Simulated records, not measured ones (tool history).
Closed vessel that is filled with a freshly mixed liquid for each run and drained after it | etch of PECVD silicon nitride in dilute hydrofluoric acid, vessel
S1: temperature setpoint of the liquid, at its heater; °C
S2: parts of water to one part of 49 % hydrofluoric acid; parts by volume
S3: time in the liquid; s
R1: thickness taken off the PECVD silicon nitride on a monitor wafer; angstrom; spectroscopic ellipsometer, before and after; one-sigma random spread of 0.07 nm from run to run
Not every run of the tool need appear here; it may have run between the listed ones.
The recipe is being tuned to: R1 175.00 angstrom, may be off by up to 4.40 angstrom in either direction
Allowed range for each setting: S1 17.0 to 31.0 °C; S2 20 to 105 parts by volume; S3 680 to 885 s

run 1 hour=0.0 | S1=23.0 S2=55 S3=885 | R1=254.34
run 2 hour=6.0 | S1=23.0 S2=75 S3=885 | R1=187.83
run 3 hour=6.6 | S1=23.0 S2=55 S3=885 | R1=254.85
run 4 hour=7.7 | S1=23.0 S2=55 S3=885 | R1=253.57
run 5 hour=15.7 | S1=23.0 S2=55 S3=885 | R1=254.65
run 6 hour=19.4 | S1=26.0 S2=55 S3=885 | R1=309.86
run 7 hour=27.4 | S1=23.5 S2=55 S3=885 | R1=262.99
run 8 hour=30.7 | S1=19.5 S2=55 S3=885 | R1=198.67
run 9 hour=38.6 | S1=19.0 S2=55 S3=885 | R1=192.50

Consider the 5 candidate settings below. Which is the only one whose results all fall within their allowed miss of target?
run A hour=46.5 | S1=20.0 S2=45 S3=735 | R1=?
run B hour=46.5 | S1=18.0 S2=45 S3=865 | R1=?
run C hour=46.5 | S1=18.0 S2=45 S3=825 | R1=?
run D hour=46.5 | S1=17.5 S2=50 S3=810 | R1=?
run E hour=46.5 | S1=19.0 S2=50 S3=860 | R1=?

move=A R1=209.16
move=B R1=213.94
move=C R1=204.04
move=D R1=174.61
move=E R1=206.04
A: moves away from the targets compared with the last run
B: moves away from the targets compared with the last run
C: moves away from the targets compared with the last run
D: in spec on every target
E: moves away from the targets compared with the last run
The move that meets every target is D.

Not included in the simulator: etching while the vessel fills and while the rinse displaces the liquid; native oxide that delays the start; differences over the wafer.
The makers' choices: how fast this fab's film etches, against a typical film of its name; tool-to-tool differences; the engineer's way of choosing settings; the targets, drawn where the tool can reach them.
